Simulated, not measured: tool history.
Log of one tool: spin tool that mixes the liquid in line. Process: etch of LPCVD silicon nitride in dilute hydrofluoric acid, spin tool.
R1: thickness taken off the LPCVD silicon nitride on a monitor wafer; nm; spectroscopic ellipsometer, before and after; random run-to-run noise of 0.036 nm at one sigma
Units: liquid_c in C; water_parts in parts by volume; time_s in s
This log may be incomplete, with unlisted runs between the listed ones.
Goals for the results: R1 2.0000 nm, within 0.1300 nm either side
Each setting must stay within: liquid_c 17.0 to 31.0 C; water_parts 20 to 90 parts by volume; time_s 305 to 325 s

run 1 day=0.000 | liquid_c=23.0 water_parts=50 time_s=305 | R1=2.6187
run 2 day=0.088 | liquid_c=23.0 water_parts=50 time_s=305 | R1=2.5068
run 3 day=0.342 | liquid_c=22.5 water_parts=50 time_s=305 | R1=2.3985
run 4 day=0.708 | liquid_c=22.5 water_parts=35 time_s=305 | R1=3.5900
run 5 day=1.054 | liquid_c=20.5 water_parts=35 time_s=305 | R1=3.0224
run 6 day=1.333 | liquid_c=20.5 water_parts=35 time_s=325 | R1=3.2264
run 7 day=1.417 | liquid_c=20.0 water_parts=35 time_s=325 | R1=3.1167
run 8 day=1.479 | liquid_c=19.5 water_parts=35 time_s=325 | R1=3.0886
run 9 day=1.825 | liquid_c=19.0 water_parts=35 time_s=325 | R1=2.8955
run 10 day=1.979 | liquid_c=18.5 water_parts=35 time_s=325 | R1=2.8645
run 11 day=2.142 | liquid_c=17.5 water_parts=40 time_s=325 | R1=2.3687

Which one of the following 4 next-run settings gets every result inside its allowed miss? There is exactly one.
run A day=2.304 | liquid_c=17.0 water_parts=40 time_s=325 | R1=?
run B day=2.304 | liquid_c=18.0 water_parts=45 time_s=310 | R1=?
run C day=2.304 | liquid_c=20.0 water_parts=45 time_s=325 | R1=?
run D day=2.304 | liquid_c=20.5 water_parts=45 time_s=305 | R1=?

move=A R1=2.2342
move=B R1=2.0416
move=C R1=2.4628
move=D R1=2.3930
A: nearer than the last run, and not there yet
B: in spec on every target
C: the biggest miss grows against the last run
D: the biggest miss grows against the last run
B meets every target.

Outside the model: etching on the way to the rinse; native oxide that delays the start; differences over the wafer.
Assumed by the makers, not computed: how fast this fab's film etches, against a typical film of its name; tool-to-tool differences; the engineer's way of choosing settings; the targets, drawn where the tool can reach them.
